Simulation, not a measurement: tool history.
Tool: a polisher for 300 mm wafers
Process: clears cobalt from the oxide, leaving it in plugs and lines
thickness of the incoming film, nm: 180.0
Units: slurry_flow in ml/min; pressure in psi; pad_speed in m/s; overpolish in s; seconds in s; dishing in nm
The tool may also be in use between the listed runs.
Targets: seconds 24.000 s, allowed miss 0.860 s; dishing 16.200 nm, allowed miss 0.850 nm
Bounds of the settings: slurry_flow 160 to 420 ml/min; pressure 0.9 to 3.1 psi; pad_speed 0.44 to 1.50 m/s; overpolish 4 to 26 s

Run 1, hour 0.0: slurry_flow 270 ml/min, pressure 2.0 psi, pad_speed 0.96 m/s, overpolish 13 s. Result: seconds 33.187 s, dishing 15.562 nm.
Run 2, hour 6.2: slurry_flow 270 ml/min, pressure 2.0 psi, pad_speed 0.96 m/s, overpolish 8 s. Result: seconds 33.160 s, dishing 14.613 nm.
Run 3, hour 7.2: slurry_flow 235 ml/min, pressure 2.0 psi, pad_speed 0.96 m/s, overpolish 8 s. Result: seconds 34.597 s, dishing 14.391 nm.
Run 4, hour 10.5: slurry_flow 265 ml/min, pressure 2.0 psi, pad_speed 0.96 m/s, overpolish 8 s. Result: seconds 33.740 s, dishing 14.444 nm.
Run 5, hour 12.5: slurry_flow 265 ml/min, pressure 2.4 psi, pad_speed 0.96 m/s, overpolish 8 s. Result: seconds 27.742 s, dishing 15.550 nm.
Run 6, hour 14.7: slurry_flow 265 ml/min, pressure 2.2 psi, pad_speed 0.96 m/s, overpolish 8 s. Result: seconds 29.835 s, dishing 14.897 nm.
Run 7, hour 15.2: slurry_flow 280 ml/min, pressure 2.2 psi, pad_speed 0.96 m/s, overpolish 8 s. Result: seconds 30.099 s, dishing 15.011 nm.
Run 8, hour 21.7: slurry_flow 285 ml/min, pressure 2.3 psi, pad_speed 0.96 m/s, overpolish 8 s. Result: seconds 29.034 s, dishing 15.707 nm.
Run 9, hour 22.9: slurry_flow 280 ml/min, pressure 2.4 psi, pad_speed 0.96 m/s, overpolish 8 s. Result: seconds 27.203 s, dishing 15.734 nm.
Run 10, hour 26.6: slurry_flow 285 ml/min, pressure 2.4 psi, pad_speed 0.96 m/s, overpolish 8 s. Result: seconds 27.215 s, dishing 15.463 nm.
Run 11, hour 33.2: slurry_flow 290 ml/min, pressure 2.4 psi, pad_speed 0.96 m/s, overpolish 8 s. Result: seconds 27.932 s, dishing 15.202 nm.
Run 12, hour 35.3: slurry_flow 290 ml/min, pressure 2.5 psi, pad_speed 0.96 m/s, overpolish 8 s. Result: seconds 26.334 s, dishing 15.577 nm.

5 next moves are on the table. One of them brings every result within its allowed miss. Which?
Run A, hour 37.4: slurry_flow 240 ml/min, pressure 2.6 psi, pad_speed 0.98 m/s, overpolish 14 s. Result: seconds ?, dishing ?.
Run B, hour 37.4: slurry_flow 310 ml/min, pressure 2.3 psi, pad_speed 1.04 m/s, overpolish 12 s. Result: seconds ?, dishing ?.
Run C, hour 37.4: slurry_flow 195 ml/min, pressure 3.1 psi, pad_speed 0.90 m/s, overpolish 17 s. Result: seconds ?, dishing ?.
Run D, hour 37.4: slurry_flow 260 ml/min, pressure 3.0 psi, pad_speed 0.80 m/s, overpolish 11 s. Result: seconds ?, dishing ?.
Run E, hour 37.4: slurry_flow 360 ml/min, pressure 2.2 psi, pad_speed 0.98 m/s, overpolish 8 s. Result: seconds ?, dishing ?.

move  seconds  dishing
   A   25.795   16.202
   B   26.745   16.087
   C   24.209   16.252
   D   27.053   15.979
   E   29.225   15.161
A: nearer than the last run, and not there yet
B: further off than the last run
C: meets every target
D: further off than the last run
E: further off than the last run
Answer: C
